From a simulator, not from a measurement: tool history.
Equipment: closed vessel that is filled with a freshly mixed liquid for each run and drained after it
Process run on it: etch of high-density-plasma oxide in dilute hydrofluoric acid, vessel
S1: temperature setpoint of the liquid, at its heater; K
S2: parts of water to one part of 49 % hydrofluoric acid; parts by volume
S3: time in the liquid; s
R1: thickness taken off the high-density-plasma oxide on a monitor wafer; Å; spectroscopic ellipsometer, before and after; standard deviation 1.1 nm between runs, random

| run | hour | S1 | S2 | S3 | R1 |
|---|---|---|---|---|---|
| 1 | 0.0 | 296.15 | 205 | 2840 | 801.30 |
| 2 | 6.8 | 298.15 | 205 | 2840 | 838.34 |
| 3 | 8.9 | 298.15 | 240 | 2840 | 687.60 |
| 4 | 17.5 | 301.15 | 240 | 2840 | 788.18 |
| 5 | 22.3 | 301.65 | 230 | 2840 | 832.75 |
| 6 | 24.2 | 301.65 | 230 | 2840 | 826.63 |
| 7 | 29.6 | 302.15 | 220 | 2840 | 904.43 |
| 8 | 34.6 | 302.65 | 215 | 2840 | 938.59 |
| 9 | 39.0 | 302.65 | 210 | 2840 | 946.23 |

Forecast run 10:
| 10 | 46.8 | 304.15 | 175 | 2845 | ? |

{"run 10": {"R1": 1280.4}}
